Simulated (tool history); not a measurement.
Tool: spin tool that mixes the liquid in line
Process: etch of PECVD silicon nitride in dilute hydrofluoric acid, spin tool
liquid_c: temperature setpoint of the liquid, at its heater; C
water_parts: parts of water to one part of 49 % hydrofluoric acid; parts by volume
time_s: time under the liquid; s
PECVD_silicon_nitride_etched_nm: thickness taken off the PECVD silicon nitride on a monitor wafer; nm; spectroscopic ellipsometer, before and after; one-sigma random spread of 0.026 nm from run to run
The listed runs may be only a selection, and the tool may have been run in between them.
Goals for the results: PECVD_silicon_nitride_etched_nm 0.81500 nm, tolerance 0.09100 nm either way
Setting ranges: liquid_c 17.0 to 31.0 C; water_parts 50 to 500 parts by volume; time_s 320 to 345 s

run,hour,liquid_c,water_parts,time_s,PECVD_silicon_nitride_etched_nm
1,0.0,23.0,275,320,1.87630
2,6.6,23.0,230,320,2.22250
3,14.9,22.5,255,320,1.95840
4,18.0,25.0,255,320,2.42040
5,25.9,25.0,255,345,2.45880
6,33.3,24.5,280,340,2.11140
7,36.8,24.0,300,335,1.96700
8,41.4,23.5,320,335,1.89190
9,48.2,22.5,345,335,1.54760
10,57.2,22.0,360,335,1.44230

Which of these 5 next moves meets every target?
A,66.2,19.5,380,320,?
B,66.2,19.0,485,320,?
C,66.2,19.0,395,330,?
D,66.2,21.0,395,320,?
E,66.2,20.0,425,320,?

move,PECVD_silicon_nitride_etched_nm
A,1.10360
B,0.84729
C,1.06300
D,1.16630
E,1.02220
A: moves toward the targets from the last run without getting all of them in spec
B: meets every target
C: moves toward the targets from the last run without getting all of them in spec
D: moves toward the targets from the last run without getting all of them in spec
E: moves toward the targets from the last run without getting all of them in spec
Correct choice: B, which meets every target
